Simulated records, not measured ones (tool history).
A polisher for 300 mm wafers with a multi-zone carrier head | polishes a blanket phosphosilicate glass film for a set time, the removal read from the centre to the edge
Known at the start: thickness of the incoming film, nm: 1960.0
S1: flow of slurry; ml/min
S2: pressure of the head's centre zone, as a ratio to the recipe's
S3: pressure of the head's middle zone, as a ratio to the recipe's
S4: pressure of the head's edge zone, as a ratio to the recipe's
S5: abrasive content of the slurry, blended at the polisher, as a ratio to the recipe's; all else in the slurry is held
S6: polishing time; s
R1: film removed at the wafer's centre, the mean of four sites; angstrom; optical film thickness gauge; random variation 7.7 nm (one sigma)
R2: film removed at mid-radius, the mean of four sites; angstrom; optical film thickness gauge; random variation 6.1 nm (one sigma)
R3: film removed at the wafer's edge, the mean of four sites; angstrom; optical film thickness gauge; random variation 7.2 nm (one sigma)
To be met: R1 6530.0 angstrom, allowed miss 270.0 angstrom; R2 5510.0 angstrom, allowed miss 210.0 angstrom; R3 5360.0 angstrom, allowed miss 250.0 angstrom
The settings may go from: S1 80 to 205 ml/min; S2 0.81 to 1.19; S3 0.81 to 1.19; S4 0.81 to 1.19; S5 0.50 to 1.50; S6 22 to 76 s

Run 1, hour 0.0: S1 135 ml/min, S2 1.00, S3 1.00, S4 1.00, S5 1.00, S6 49 s. Result: R1 5032.3 angstrom, R2 4933.4 angstrom, R3 4864.9 angstrom.
Run 2, hour 7.4: S1 135 ml/min, S2 1.00, S3 1.00, S4 1.00, S5 1.00, S6 42 s. Result: R1 4248.0 angstrom, R2 4275.7 angstrom, R3 4033.2 angstrom.
Run 3, hour 11.7: S1 135 ml/min, S2 1.00, S3 0.93, S4 1.00, S5 1.00, S6 42 s. Result: R1 4292.5 angstrom, R2 3981.5 angstrom, R3 4318.3 angstrom.
Run 4, hour 18.1: S1 135 ml/min, S2 1.00, S3 0.93, S4 1.00, S5 1.20, S6 42 s. Result: R1 4550.3 angstrom, R2 4336.6 angstrom, R3 4454.3 angstrom.
Run 5, hour 24.8: S1 135 ml/min, S2 1.00, S3 0.93, S4 1.06, S5 1.20, S6 42 s. Result: R1 4521.0 angstrom, R2 4260.1 angstrom, R3 4590.3 angstrom.
Run 6, hour 31.1: S1 145 ml/min, S2 1.04, S3 0.94, S4 1.06, S5 1.30, S6 43 s. Result: R1 5151.7 angstrom, R2 4531.6 angstrom, R3 4803.5 angstrom.
Run 7, hour 33.2: S1 150 ml/min, S2 1.05, S3 0.96, S4 1.06, S5 1.35, S6 44 s. Result: R1 5337.1 angstrom, R2 4884.8 angstrom, R3 5156.7 angstrom.
Run 8, hour 35.6: S1 185 ml/min, S2 1.15, S3 0.99, S4 0.96, S5 1.40, S6 45 s. Result: R1 6170.4 angstrom, R2 5302.0 angstrom, R3 5145.0 angstrom.
Run 9, hour 44.2: S1 185 ml/min, S2 1.16, S3 0.99, S4 0.97, S5 1.40, S6 45 s. Result: R1 6220.9 angstrom, R2 5227.5 angstrom, R3 5119.7 angstrom.
Run 10, hour 51.3: S1 185 ml/min, S2 1.16, S3 1.00, S4 0.98, S5 1.40, S6 45 s. Result: R1 6215.8 angstrom, R2 5366.9 angstrom, R3 5247.4 angstrom.

Which of these 5 next moves meets every target?
Run A, hour 58.4: S1 195 ml/min, S2 1.08, S3 1.06, S4 1.16, S5 1.35, S6 45 s. Result: R1 ?, R2 ?, R3 ?.
Run B, hour 58.4: S1 205 ml/min, S2 1.15, S3 0.85, S4 0.98, S5 1.40, S6 46 s. Result: R1 ?, R2 ?, R3 ?.
Run C, hour 58.4: S1 190 ml/min, S2 1.10, S3 1.07, S4 1.01, S5 1.35, S6 44 s. Result: R1 ?, R2 ?, R3 ?.
Run D, hour 58.4: S1 145 ml/min, S2 1.17, S3 1.02, S4 0.96, S5 1.50, S6 47 s. Result: R1 ?, R2 ?, R3 ?.
Run E, hour 58.4: S1 205 ml/min, S2 1.09, S3 1.05, S4 0.99, S5 1.35, S6 44 s. Result: R1 ?, R2 ?, R3 ?.

move      R1      R2      R3
   A  5934.4  5338.9  5410.2
   B  6561.2  4798.1  5271.8
   C  5886.1  5239.0  4991.9
   D  6670.6  5436.3  5303.4
   E  5891.2  5216.7  4986.3
A: further off than the last run
B: brings the result that was furthest off to its target, and leaves another outside
C: further off than the last run
D: meets every target
E: further off than the last run
The right move is D.
